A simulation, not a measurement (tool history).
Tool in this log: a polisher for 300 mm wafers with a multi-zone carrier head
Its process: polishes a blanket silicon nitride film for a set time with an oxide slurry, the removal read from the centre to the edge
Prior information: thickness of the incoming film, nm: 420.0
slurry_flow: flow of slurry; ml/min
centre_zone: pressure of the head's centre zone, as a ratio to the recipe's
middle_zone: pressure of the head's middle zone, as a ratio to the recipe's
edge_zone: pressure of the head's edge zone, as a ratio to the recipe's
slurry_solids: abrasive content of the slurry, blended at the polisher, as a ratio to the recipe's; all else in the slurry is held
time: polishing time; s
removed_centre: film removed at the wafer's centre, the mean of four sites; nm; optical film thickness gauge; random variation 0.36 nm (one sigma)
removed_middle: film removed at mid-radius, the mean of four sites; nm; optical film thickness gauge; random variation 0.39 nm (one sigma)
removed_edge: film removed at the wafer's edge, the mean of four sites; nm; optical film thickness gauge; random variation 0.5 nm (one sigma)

Run 1, hour 0: slurry_flow 135 ml/min, centre_zone 1, middle_zone 1, edge_zone 1, slurry_solids 1, time 42 s. Result: removed_centre 25.544 nm, removed_middle 24.881 nm, removed_edge 25.595 nm.
Run 2, hour 5: slurry_flow 135 ml/min, centre_zone 1, middle_zone 1, edge_zone 1, slurry_solids 0.8, time 42 s. Result: removed_centre 23.469 nm, removed_middle 22.57 nm, removed_edge 23.019 nm.
Run 3, hour 6.8: slurry_flow 135 ml/min, centre_zone 1, middle_zone 1.06, edge_zone 1, slurry_solids 0.8, time 42 s. Result: removed_centre 23.561 nm, removed_middle 23.98 nm, removed_edge 22.895 nm.
Run 4, hour 13: slurry_flow 135 ml/min, centre_zone 1, middle_zone 1.06, edge_zone 1, slurry_solids 0.6, time 42 s. Result: removed_centre 20.182 nm, removed_middle 20.439 nm, removed_edge 20.108 nm.
Run 5, hour 15.7: slurry_flow 135 ml/min, centre_zone 1, middle_zone 1.02, edge_zone 1, slurry_solids 0.6, time 42 s. Result: removed_centre 20.317 nm, removed_middle 19.832 nm, removed_edge 20.282 nm.
Run 6, hour 24.2: slurry_flow 135 ml/min, centre_zone 1, middle_zone 1.02, edge_zone 1, slurry_solids 0.5, time 42 s. Result: removed_centre 18.158 nm, removed_middle 18.16 nm, removed_edge 17.544 nm.
Run 7, hour 27.7: slurry_flow 140 ml/min, centre_zone 1.02, middle_zone 1.04, edge_zone 1.01, slurry_solids 0.6, time 42 s. Result: removed_centre 21.039 nm, removed_middle 20.076 nm, removed_edge 20.585 nm.
Run 8, hour 35.9: slurry_flow 145 ml/min, centre_zone 1.03, middle_zone 1.06, edge_zone 1.01, slurry_solids 0.7, time 42 s. Result: removed_centre 23.296 nm, removed_middle 22.798 nm, removed_edge 22.362 nm.
Run 9, hour 44: slurry_flow 150 ml/min, centre_zone 1.05, middle_zone 1.07, edge_zone 1.03, slurry_solids 0.75, time 42 s. Result: removed_centre 24.326 nm, removed_middle 23.967 nm, removed_edge 23.181 nm.
Run 10, hour 50.9: slurry_flow 155 ml/min, centre_zone 1.07, middle_zone 1.07, edge_zone 1.04, slurry_solids 0.8, time 42 s. Result: removed_centre 26.473 nm, removed_middle 25.216 nm, removed_edge 24.156 nm.
Run 11, hour 56.5: slurry_flow 155 ml/min, centre_zone 1.08, middle_zone 1.07, edge_zone 1.06, slurry_solids 0.85, time 42 s. Result: removed_centre 27.521 nm, removed_middle 25.859 nm, removed_edge 25.135 nm.

Run 12, settings as shown, results not yet in. Your forecast:
Run 12, hour 60: slurry_flow 160 ml/min, centre_zone 1.09, middle_zone 1.07, edge_zone 1.07, slurry_solids 0.9, time 42 s. Result: removed_centre ?, removed_middle ?, removed_edge ?.

{"run 12": {"removed_centre": 28.444, "removed_middle": 26.299, "removed_edge": 25.914}}
